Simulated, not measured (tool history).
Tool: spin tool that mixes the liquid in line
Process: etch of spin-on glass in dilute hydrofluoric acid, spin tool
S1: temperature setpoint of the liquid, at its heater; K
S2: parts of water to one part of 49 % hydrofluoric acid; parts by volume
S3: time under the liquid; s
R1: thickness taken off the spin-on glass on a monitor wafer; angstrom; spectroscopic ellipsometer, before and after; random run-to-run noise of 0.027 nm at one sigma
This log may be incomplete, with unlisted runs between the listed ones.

run 1 hour=0 | S1=296.15 S2=175 S3=20 | R1=28.722
run 2 hour=7.1 | S1=299.15 S2=175 S3=20 | R1=32.212
run 3 hour=7.8 | S1=299.15 S2=175 S3=15 | R1=23.895
run 4 hour=8.8 | S1=300.15 S2=140 S3=15 | R1=32.431
run 5 hour=15.6 | S1=300.15 S2=115 S3=15 | R1=40.502
run 6 hour=24.1 | S1=301.15 S2=105 S3=15 | R1=47.306

Run 7, settings as shown, results not yet in. Your forecast:
run 7 hour=29.1 | S1=301.65 S2=105 S3=15 | R1=?

Run 7 yielded R1 48.256 angstrom.

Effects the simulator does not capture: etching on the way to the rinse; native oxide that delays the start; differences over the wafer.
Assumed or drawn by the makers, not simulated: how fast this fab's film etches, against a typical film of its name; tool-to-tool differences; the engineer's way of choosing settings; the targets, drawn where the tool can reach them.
